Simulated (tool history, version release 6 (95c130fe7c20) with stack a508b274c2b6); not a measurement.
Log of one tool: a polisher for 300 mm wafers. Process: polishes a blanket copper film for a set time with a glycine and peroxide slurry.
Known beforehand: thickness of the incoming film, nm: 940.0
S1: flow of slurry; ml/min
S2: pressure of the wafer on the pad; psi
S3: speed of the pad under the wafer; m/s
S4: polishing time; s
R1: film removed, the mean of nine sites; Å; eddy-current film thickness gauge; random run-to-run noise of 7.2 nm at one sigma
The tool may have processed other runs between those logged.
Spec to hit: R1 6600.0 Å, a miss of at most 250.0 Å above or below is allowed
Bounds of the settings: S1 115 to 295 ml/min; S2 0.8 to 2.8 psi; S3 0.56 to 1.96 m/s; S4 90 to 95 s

| run | day | S1 | S2 | S3 | S4 | R1 |
|---|---|---|---|---|---|---|
| 1 | 0.000 | 190 | 1.8 | 1.26 | 90 | 4418.1 |
| 2 | 0.188 | 190 | 2.0 | 1.28 | 90 | 4894.9 |
| 3 | 0.375 | 190 | 2.0 | 1.16 | 90 | 4471.7 |
| 4 | 0.662 | 190 | 2.0 | 1.16 | 90 | 4464.6 |
| 5 | 0.933 | 190 | 2.2 | 1.18 | 90 | 4979.8 |
| 6 | 1.129 | 220 | 2.2 | 1.18 | 90 | 5057.1 |
| 7 | 1.283 | 220 | 2.3 | 1.18 | 90 | 5366.0 |
| 8 | 1.650 | 220 | 2.4 | 1.18 | 90 | 5441.0 |
| 9 | 1.850 | 220 | 2.5 | 1.20 | 90 | 5685.5 |
| 10 | 2.067 | 220 | 2.5 | 1.20 | 90 | 5596.7 |
| 11 | 2.433 | 220 | 2.5 | 1.20 | 90 | 5708.3 |
| 12 | 2.571 | 225 | 2.6 | 1.20 | 90 | 5868.5 |
| 13 | 2.642 | 230 | 2.6 | 1.22 | 90 | 5913.4 |

Consider the 4 candidate settings below. Which is the only one whose results all fall within their allowed miss of target?
| A | 2.712 | 195 | 1.8 | 1.66 | 95 | ? |
| B | 2.712 | 195 | 2.8 | 1.02 | 92 | ? |
| C | 2.712 | 245 | 2.5 | 1.30 | 95 | ? |
| D | 2.712 | 235 | 2.6 | 0.96 | 90 | ? |

| move | R1 |
|---|---|
| A | 5940.6 |
| B | 5540.9 |
| C | 6568.0 |
| D | 4977.0 |
A: just as far off the targets as the last run
B: its largest miss is bigger than the last run's
C: every result lands within tolerance
D: its largest miss is bigger than the last run's
C meets every target.
